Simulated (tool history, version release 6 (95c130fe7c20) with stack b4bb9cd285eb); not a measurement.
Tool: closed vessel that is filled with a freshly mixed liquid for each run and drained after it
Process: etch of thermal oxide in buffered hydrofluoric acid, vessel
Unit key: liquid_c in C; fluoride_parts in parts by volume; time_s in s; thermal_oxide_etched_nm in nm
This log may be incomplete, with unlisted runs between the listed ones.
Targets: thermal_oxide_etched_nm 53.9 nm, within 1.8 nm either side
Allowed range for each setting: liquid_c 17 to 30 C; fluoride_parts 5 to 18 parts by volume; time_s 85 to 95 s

| run | hour | liquid_c | fluoride_parts | time_s | thermal_oxide_etched_nm |
|---|---|---|---|---|---|
| 1 | 0 | 22 | 11 | 85 | 82.096 |
| 2 | 2.8 | 21 | 11.5 | 85 | 72.191 |
| 3 | 6.1 | 21 | 11.5 | 85 | 73.089 |
| 4 | 14.3 | 21 | 11.5 | 85 | 74.366 |
| 5 | 22.6 | 22.5 | 11.5 | 85 | 78.433 |
| 6 | 31.5 | 22.5 | 11.5 | 95 | 90.612 |
| 7 | 39.9 | 21.5 | 12 | 95 | 81.284 |
| 8 | 46 | 20.5 | 12.5 | 95 | 73.847 |
| 9 | 51.6 | 20 | 13 | 95 | 69.027 |
| 10 | 55.1 | 19.5 | 13 | 95 | 66.672 |
| 11 | 60.7 | 19 | 13 | 95 | 65.917 |
| 12 | 67.2 | 18.5 | 13 | 95 | 63.347 |
| 13 | 73.2 | 18.5 | 13 | 95 | 63.148 |
| 14 | 74.8 | 18 | 13 | 95 | 60.463 |
| 15 | 75.6 | 17.5 | 13.5 | 95 | 57.363 |
| 16 | 84.6 | 17 | 13.5 | 95 | 56.141 |

Next run, 4 choices. One meets every target within its allowed miss, the rest don't. Which?
| A | 93.6 | 19 | 13.5 | 90 | ? |
| B | 93.6 | 18.5 | 13.5 | 90 | ? |
| C | 93.6 | 20 | 15 | 90 | ? |
| D | 93.6 | 17 | 14 | 95 | ? |

| move | thermal_oxide_etched_nm |
|---|---|
| A | 59.157 |
| B | 57.509 |
| C | 56.425 |
| D | 53.782 |
A: moves away from the targets compared with the last run
B: moves away from the targets compared with the last run
C: moves away from the targets compared with the last run
D: every result lands within tolerance
Go with D: it meets all targets.
